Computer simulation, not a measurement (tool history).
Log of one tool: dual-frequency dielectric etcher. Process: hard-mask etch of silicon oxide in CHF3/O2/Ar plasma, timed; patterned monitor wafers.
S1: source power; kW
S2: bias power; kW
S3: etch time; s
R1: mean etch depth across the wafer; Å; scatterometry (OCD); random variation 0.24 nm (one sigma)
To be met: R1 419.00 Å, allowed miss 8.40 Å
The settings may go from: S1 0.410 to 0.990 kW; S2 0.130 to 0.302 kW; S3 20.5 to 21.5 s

run,day,S1,S2,S3,R1
1,0.000,0.700,0.216,20.5,458.78
2,0.325,0.700,0.216,20.5,461.84
3,0.612,0.700,0.216,20.5,456.96
4,0.721,0.660,0.214,20.5,446.61
5,0.992,0.660,0.198,20.5,434.36
6,1.138,0.660,0.198,21.5,455.34
7,1.279,0.630,0.196,21.5,444.19
8,1.479,0.610,0.195,21.5,439.03
9,1.729,0.590,0.194,21.5,434.87

Which of these 4 next moves meets every target?
A,1.979,0.630,0.256,20.5,?
B,1.979,0.600,0.189,21.0,?
C,1.979,0.680,0.215,21.0,?
D,1.979,0.690,0.190,21.5,?

move,R1
A,449.48
B,415.67
C,457.65
D,458.11
A: further off than the last run
B: meets every target
C: further off than the last run
D: further off than the last run
Move B is the one to make.

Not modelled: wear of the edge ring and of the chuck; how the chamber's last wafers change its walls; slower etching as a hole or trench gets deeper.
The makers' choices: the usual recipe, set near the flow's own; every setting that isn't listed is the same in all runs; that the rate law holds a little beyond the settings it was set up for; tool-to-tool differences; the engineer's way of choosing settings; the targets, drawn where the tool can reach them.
